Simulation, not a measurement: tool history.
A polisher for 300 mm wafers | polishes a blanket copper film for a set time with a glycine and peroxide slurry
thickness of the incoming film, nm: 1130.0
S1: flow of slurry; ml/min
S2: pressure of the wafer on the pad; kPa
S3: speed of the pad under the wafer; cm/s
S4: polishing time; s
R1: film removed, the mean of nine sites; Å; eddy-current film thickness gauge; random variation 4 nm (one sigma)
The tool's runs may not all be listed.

run 1 hour=0.0 | S1=310 S2=19.3 S3=114 S4=51 | R1=2807.3
run 2 hour=2.9 | S1=310 S2=19.3 S3=128 S4=51 | R1=3098.1
run 3 hour=8.0 | S1=310 S2=20.7 S3=128 S4=51 | R1=3275.6
run 4 hour=16.9 | S1=310 S2=22.1 S3=128 S4=51 | R1=3414.6
run 5 hour=23.1 | S1=310 S2=23.4 S3=128 S4=51 | R1=3522.0
run 6 hour=27.1 | S1=340 S2=23.4 S3=128 S4=51 | R1=3621.9
run 7 hour=32.7 | S1=345 S2=24.1 S3=128 S4=51 | R1=3687.9

The next listed run, before its measurement:
-- hour=37.1 head pressure recalibrated
run 8 hour=37.1 | S1=345 S2=24.8 S3=128 S4=51 | R1=?

{"run 8": {"R1": 3998.0}}
